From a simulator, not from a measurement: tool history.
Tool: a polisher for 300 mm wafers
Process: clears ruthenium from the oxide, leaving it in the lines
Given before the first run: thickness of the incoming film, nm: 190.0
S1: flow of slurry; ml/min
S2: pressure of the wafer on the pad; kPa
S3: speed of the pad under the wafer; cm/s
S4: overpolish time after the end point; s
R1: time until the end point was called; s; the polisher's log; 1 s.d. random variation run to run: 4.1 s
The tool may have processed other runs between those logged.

run	day	S1	S2	S3	S4	R1
1	0.000	125	13.8	108	5	175.57
2	0.196	125	12.4	106	5	197.60
3	0.388	125	12.4	106	5	201.58
4	0.475	125	12.4	106	5	201.97
5	0.688	125	12.4	106	5	203.41
6	1.004	105	12.4	106	5	207.51
7	1.362	105	9.0	104	5	296.17

Expected results for the next run?
8	1.654	110	9.0	104	5	?

Run 8 came out at R1 287.84 s.
